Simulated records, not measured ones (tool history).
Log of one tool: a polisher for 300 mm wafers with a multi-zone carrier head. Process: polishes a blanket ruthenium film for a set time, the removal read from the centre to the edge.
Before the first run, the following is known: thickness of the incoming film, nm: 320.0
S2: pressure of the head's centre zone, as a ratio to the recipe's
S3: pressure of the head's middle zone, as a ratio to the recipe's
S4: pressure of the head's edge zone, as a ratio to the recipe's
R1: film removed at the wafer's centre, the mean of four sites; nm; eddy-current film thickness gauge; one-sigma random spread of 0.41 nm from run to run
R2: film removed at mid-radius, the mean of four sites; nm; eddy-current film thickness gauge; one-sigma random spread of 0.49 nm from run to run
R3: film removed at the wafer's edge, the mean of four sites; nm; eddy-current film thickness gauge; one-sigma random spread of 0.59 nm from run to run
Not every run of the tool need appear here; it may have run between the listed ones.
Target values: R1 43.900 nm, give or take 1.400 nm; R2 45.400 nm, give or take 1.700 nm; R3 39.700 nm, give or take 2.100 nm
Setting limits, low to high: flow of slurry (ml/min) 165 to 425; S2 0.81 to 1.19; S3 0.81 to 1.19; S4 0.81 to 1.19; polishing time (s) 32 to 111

{"run": 1, "day": 0.0, "flow of slurry (ml/min)": 275, "S2": 1.0, "S3": 1.0, "S4": 1.0, "polishing time (s)": 71, "R1": 52.002, "R2": 53.41, "R3": 54.274}
{"run": 2, "day": 0.121, "flow of slurry (ml/min)": 275, "S2": 1.0, "S3": 1.0, "S4": 0.95, "polishing time (s)": 71, "R1": 52.216, "R2": 53.823, "R3": 51.692}
{"run": 3, "day": 0.383, "flow of slurry (ml/min)": 275, "S2": 1.0, "S3": 0.99, "S4": 0.93, "polishing time (s)": 69, "R1": 50.365, "R2": 51.286, "R3": 49.808}
{"run": 4, "day": 0.596, "flow of slurry (ml/min)": 275, "S2": 1.0, "S3": 1.06, "S4": 0.93, "polishing time (s)": 69, "R1": 51.065, "R2": 53.898, "R3": 51.285}
{"run": 5, "day": 0.679, "flow of slurry (ml/min)": 285, "S2": 1.0, "S3": 1.05, "S4": 0.91, "polishing time (s)": 67, "R1": 49.734, "R2": 53.38, "R3": 48.353}
{"run": 6, "day": 1.042, "flow of slurry (ml/min)": 285, "S2": 1.0, "S3": 1.05, "S4": 0.98, "polishing time (s)": 67, "R1": 49.757, "R2": 52.151, "R3": 50.498}
{"run": 7, "day": 1.083, "flow of slurry (ml/min)": 280, "S2": 1.03, "S3": 1.01, "S4": 0.88, "polishing time (s)": 54, "R1": 40.799, "R2": 41.05, "R3": 37.996}
{"run": 8, "day": 1.3, "flow of slurry (ml/min)": 280, "S2": 1.03, "S3": 1.01, "S4": 0.88, "polishing time (s)": 54, "R1": 40.832, "R2": 41.073, "R3": 38.533}
{"run": 9, "day": 1.525, "flow of slurry (ml/min)": 290, "S2": 1.03, "S3": 1.02, "S4": 0.88, "polishing time (s)": 54, "R1": 41.288, "R2": 41.844, "R3": 39.692}

Exercise: of the 5 proposed moves below, exactly one satisfies all targets within the stated allowed misses. Which move is it?
{"run": "A", "day": 1.75, "flow of slurry (ml/min)": 280, "S2": 1.04, "S3": 0.98, "S4": 0.93, "polishing time (s)": 53, "R1": "?", "R2": "?", "R3": "?"}
{"run": "B", "day": 1.75, "flow of slurry (ml/min)": 260, "S2": 0.93, "S3": 1.09, "S4": 0.89, "polishing time (s)": 58, "R1": "?", "R2": "?", "R3": "?"}
{"run": "C", "day": 1.75, "flow of slurry (ml/min)": 390, "S2": 0.98, "S3": 1.07, "S4": 0.99, "polishing time (s)": 53, "R1": "?", "R2": "?", "R3": "?"}
{"run": "D", "day": 1.75, "flow of slurry (ml/min)": 380, "S2": 1.12, "S3": 0.88, "S4": 0.98, "polishing time (s)": 51, "R1": "?", "R2": "?", "R3": "?"}
{"run": "E", "day": 1.75, "flow of slurry (ml/min)": 235, "S2": 1.03, "S3": 1.04, "S4": 0.81, "polishing time (s)": 60, "R1": "?", "R2": "?", "R3": "?"}

move=A R1=40.678 R2=39.344 R3=39.490
move=B R1=39.416 R2=46.739 R3=42.006
move=C R1=39.686 R2=43.745 R3=41.615
move=D R1=43.530 R2=35.620 R3=39.888
move=E R1=44.516 R2=45.818 R3=41.277
A: lands further from the targets than the last run did
B: meets the target for the result that was furthest off, but another lies outside its allowed miss
C: meets the target for the result that was furthest off, but another lies outside its allowed miss
D: lands further from the targets than the last run did
E: in spec on every target
E meets every target.
